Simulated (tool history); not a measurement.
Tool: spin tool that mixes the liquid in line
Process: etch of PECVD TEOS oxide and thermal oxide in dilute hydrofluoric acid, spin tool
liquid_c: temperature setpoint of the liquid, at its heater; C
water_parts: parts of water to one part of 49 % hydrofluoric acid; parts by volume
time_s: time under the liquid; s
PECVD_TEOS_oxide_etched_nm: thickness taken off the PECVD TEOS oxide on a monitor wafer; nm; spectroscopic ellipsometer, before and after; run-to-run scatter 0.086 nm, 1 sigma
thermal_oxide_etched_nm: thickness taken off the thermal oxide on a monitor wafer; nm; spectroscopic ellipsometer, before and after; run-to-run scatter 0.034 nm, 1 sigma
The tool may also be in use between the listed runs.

run	day	liquid_c	water_parts	time_s	PECVD_TEOS_oxide_etched_nm	thermal_oxide_etched_nm
1	0.000	24.0	115	50	6.3324	1.9274
2	0.342	25.0	115	50	6.5353	1.9522
3	0.508	25.0	130	50	5.5962	1.7333
4	0.746	26.5	130	50	5.9977	1.8229
5	0.912	26.5	165	50	4.5571	1.3742
6	0.971	24.5	165	50	4.2013	1.2680
7	1.238	25.5	155	50	4.6958	1.4440
8	1.604	26.0	150	50	5.0657	1.5196
9	1.750	26.5	145	50	5.3171	1.6071
10	1.917	27.0	140	50	5.6731	1.6930
11	2.071	31.0	95	50	10.1710	3.1239

What does the tool deliver on the next run?
12	2.196	30.0	95	50	?	?

{"run 12": {"PECVD_TEOS_oxide_etched_nm": 9.8696, "thermal_oxide_etched_nm": 2.9726}}
